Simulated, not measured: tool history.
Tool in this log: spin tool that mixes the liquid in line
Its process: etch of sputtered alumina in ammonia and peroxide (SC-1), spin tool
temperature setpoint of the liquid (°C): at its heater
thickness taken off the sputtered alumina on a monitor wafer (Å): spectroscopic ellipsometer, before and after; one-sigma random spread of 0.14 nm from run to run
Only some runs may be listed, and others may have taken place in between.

| run | hour | temperature setpoint of the liquid (°C) | parts of 29 % ammonia solution to one part of 30 % peroxide (parts by volume) | time under the liquid (s) | thickness taken off the sputtered alumina on a monitor wafer (Å) |
|---|---|---|---|---|---|
| 1 | 0.0 | 56.0 | 0.45 | 280 | 142.96 |
| 2 | 4.6 | 57.5 | 0.45 | 280 | 154.45 |
| 3 | 12.9 | 58.5 | 0.45 | 280 | 162.33 |
| 4 | 21.7 | 58.5 | 0.55 | 280 | 165.77 |
| 5 | 25.7 | 59.5 | 0.55 | 280 | 174.72 |
| 6 | 29.2 | 60.5 | 0.55 | 280 | 182.52 |
| 7 | 35.1 | 61.5 | 0.55 | 280 | 194.21 |
| 8 | 41.2 | 62.0 | 0.55 | 280 | 195.98 |

Run 9 is up next; what results do you expect?
| 9 | 44.4 | 62.5 | 0.55 | 280 | ? |

{"run 9": {"thickness taken off the sputtered alumina on a monitor wafer (Å)": 202.87}}
